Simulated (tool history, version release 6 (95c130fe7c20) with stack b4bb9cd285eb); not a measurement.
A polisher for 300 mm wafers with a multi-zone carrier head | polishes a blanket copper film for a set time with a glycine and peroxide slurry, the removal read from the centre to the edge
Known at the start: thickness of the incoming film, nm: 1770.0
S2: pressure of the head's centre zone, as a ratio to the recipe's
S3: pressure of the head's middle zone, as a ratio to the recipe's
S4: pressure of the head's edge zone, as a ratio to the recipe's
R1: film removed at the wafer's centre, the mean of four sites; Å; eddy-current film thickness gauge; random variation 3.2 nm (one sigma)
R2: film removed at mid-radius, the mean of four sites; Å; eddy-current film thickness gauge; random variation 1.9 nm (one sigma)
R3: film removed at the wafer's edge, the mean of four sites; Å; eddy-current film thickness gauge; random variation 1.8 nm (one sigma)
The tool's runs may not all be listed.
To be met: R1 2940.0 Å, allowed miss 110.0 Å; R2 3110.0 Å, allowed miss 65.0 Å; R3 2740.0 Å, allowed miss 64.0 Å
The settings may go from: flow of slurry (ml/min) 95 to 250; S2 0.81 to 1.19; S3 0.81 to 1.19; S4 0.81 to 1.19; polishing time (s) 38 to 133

run 1 day=0.000 | flow_of_slurry_(ml/min)=160 S2=1.00 S3=1.00 S4=1.00 polishing_time_(s)=85 | R1=2894.1 R2=2590.2 R3=2629.1
run 2 day=0.088 | flow_of_slurry_(ml/min)=170 S2=0.99 S3=1.02 S4=1.00 polishing_time_(s)=85 | R1=2915.2 R2=2661.2 R3=2637.6
run 3 day=0.429 | flow_of_slurry_(ml/min)=170 S2=0.99 S3=0.97 S4=1.00 polishing_time_(s)=85 | R1=2891.8 R2=2581.9 R3=2660.1
run 4 day=0.562 | flow_of_slurry_(ml/min)=180 S2=0.98 S3=0.99 S4=1.00 polishing_time_(s)=85 | R1=2850.5 R2=2652.6 R3=2672.5
run 5 day=0.779 | flow_of_slurry_(ml/min)=180 S2=0.98 S3=0.99 S4=1.00 polishing_time_(s)=68 | R1=2301.8 R2=2118.2 R3=2122.6
run 6 day=1.100 | flow_of_slurry_(ml/min)=180 S2=0.98 S3=0.99 S4=1.06 polishing_time_(s)=68 | R1=2311.5 R2=2115.9 R3=2195.3
run 7 day=1.188 | flow_of_slurry_(ml/min)=180 S2=0.98 S3=0.99 S4=1.06 polishing_time_(s)=68 | R1=2328.0 R2=2119.0 R3=2191.6
run 8 day=1.217 | flow_of_slurry_(ml/min)=190 S2=0.98 S3=1.02 S4=1.07 polishing_time_(s)=70 | R1=2468.0 R2=2220.0 R3=2277.8
-- day=1.271 centre zone pressure recalibrated
run 9 day=1.271 | flow_of_slurry_(ml/min)=210 S2=0.88 S3=1.12 S4=1.00 polishing_time_(s)=90 | R1=2662.6 R2=3113.1 R3=2891.9
run 10 day=1.588 | flow_of_slurry_(ml/min)=210 S2=0.89 S3=1.12 S4=0.99 polishing_time_(s)=90 | R1=2693.0 R2=3105.5 R3=2823.1
run 11 day=1.717 | flow_of_slurry_(ml/min)=220 S2=0.98 S3=1.12 S4=0.96 polishing_time_(s)=90 | R1=2935.7 R2=3092.2 R3=2804.2

Which of these 4 next moves meets every target?
run A day=1.846 | flow_of_slurry_(ml/min)=215 S2=0.99 S3=1.11 S4=0.89 polishing_time_(s)=91 | R1=? R2=? R3=?
run B day=1.846 | flow_of_slurry_(ml/min)=210 S2=0.98 S3=1.11 S4=0.99 polishing_time_(s)=91 | R1=? R2=? R3=?
run C day=1.846 | flow_of_slurry_(ml/min)=210 S2=0.93 S3=1.19 S4=0.86 polishing_time_(s)=86 | R1=? R2=? R3=?
run D day=1.846 | flow_of_slurry_(ml/min)=250 S2=0.83 S3=1.13 S4=0.95 polishing_time_(s)=92 | R1=? R2=? R3=?

move=A R1=2957.0 R2=3137.5 R3=2752.4
move=B R1=2921.4 R2=3126.7 R3=2885.9
move=C R1=2645.7 R2=3099.6 R3=2552.6
move=D R1=2646.7 R2=3275.3 R3=2909.4
A: meets every target
B: further off than the last run
C: takes the result that was furthest off past its target
D: further off than the last run
Move A is the one to make.
